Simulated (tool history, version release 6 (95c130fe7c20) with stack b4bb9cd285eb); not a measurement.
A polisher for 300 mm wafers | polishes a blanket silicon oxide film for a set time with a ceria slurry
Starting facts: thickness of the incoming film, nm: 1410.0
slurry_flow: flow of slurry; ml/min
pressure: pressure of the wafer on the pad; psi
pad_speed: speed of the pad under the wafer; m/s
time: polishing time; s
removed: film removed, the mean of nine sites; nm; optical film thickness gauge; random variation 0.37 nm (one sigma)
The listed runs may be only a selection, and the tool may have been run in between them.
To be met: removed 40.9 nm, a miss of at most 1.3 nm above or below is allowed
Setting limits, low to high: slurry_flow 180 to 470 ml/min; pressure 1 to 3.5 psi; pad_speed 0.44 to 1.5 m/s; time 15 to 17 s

| run | hour | slurry_flow | pressure | pad_speed | time | removed |
|---|---|---|---|---|---|---|
| 1 | 0 | 300 | 2.2 | 0.96 | 17 | 51.983 |
| 2 | 1.5 | 300 | 2 | 0.96 | 17 | 47.768 |
| 3 | 8.6 | 300 | 2.4 | 0.96 | 17 | 53.401 |
| 4 | 14.7 | 300 | 2.1 | 0.96 | 17 | 49.355 |
| 5 | 15.3 | 300 | 1.9 | 0.96 | 17 | 46.235 |
| 6 | 17.3 | 300 | 1.9 | 1.18 | 17 | 55.462 |
| 7 | 25.7 | 300 | 1.6 | 1.18 | 17 | 49.299 |
|  | 30.8 | head pressure recalibrated |
| 8 | 30.8 | 300 | 1.4 | 1.18 | 17 | 48.665 |
| 9 | 39.5 | 300 | 1.3 | 1.16 | 17 | 45.683 |

5 next moves are on the table. One of them brings every result within its allowed miss. Which?
| A | 48.2 | 255 | 1.4 | 0.98 | 17 | ? |
| B | 48.2 | 275 | 1.6 | 1.18 | 17 | ? |
| C | 48.2 | 255 | 1.2 | 1.18 | 17 | ? |
| D | 48.2 | 245 | 1 | 1.42 | 16 | ? |
| E | 48.2 | 345 | 1.1 | 1.24 | 17 | ? |

| move | removed |
|---|---|
| A | 40.075 |
| B | 52.282 |
| C | 43.186 |
| D | 43.232 |
| E | 44.282 |
A: in spec on every target
B: the biggest miss grows against the last run
C: closer than the last run, but not yet in spec
D: closer than the last run, but not yet in spec
E: closer than the last run, but not yet in spec
Move A is the one to make.

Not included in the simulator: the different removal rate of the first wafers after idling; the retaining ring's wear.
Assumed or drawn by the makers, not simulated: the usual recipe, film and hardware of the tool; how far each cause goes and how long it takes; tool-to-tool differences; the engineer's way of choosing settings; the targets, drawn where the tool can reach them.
